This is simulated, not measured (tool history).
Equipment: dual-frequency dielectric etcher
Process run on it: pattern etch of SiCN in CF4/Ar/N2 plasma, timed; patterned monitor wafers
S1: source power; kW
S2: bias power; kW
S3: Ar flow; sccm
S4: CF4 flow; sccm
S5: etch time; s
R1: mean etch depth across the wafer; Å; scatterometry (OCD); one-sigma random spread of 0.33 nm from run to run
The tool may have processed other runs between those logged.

run  hour     S1     S2  S3  S4   S5       R1
  1   0.0  0.440  0.086  72  59  111   946.39
  2   4.1  0.440  0.086  72  63  111   945.81
  3  10.7  0.460  0.086  72  63  111   984.59
  4  14.8  0.460  0.092  72  63  111  1002.60
  5  20.3  0.430  0.092  72  63  111   948.92
  6  23.1  0.430  0.099  72  63  111   972.94
  7  28.9  0.450  0.099  72  63  111  1008.80
  8  32.9  0.470  0.099  72  63  111  1046.10

The next listed run, before its measurement:
  9  38.9  0.490  0.099  72  63  111   ?

R1: 1087.80 Å
